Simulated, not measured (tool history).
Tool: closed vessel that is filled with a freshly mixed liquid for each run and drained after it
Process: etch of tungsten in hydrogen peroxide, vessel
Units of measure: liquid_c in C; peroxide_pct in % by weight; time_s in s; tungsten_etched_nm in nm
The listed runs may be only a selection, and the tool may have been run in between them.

run,hour,liquid_c,peroxide_pct,time_s,tungsten_etched_nm
1,0,52,25,30,38.362
2,3.2,53.5,25,30,42.377
3,4.3,53.5,29,30,44.84
4,10,46.5,29,30,29.5
# hour 12: peroxide flow meter replaced
5,12,41.5,29,30,22.14
6,13.6,45.5,29,30,28.614
7,18,48.5,29,30,34.618
8,24,50.5,29,30,39.051
9,26.6,51.5,29,30,41.225

Run 10 is up next; what results do you expect?
10,35.5,52.5,29,30,?

tungsten_etched_nm: 43.935 nm

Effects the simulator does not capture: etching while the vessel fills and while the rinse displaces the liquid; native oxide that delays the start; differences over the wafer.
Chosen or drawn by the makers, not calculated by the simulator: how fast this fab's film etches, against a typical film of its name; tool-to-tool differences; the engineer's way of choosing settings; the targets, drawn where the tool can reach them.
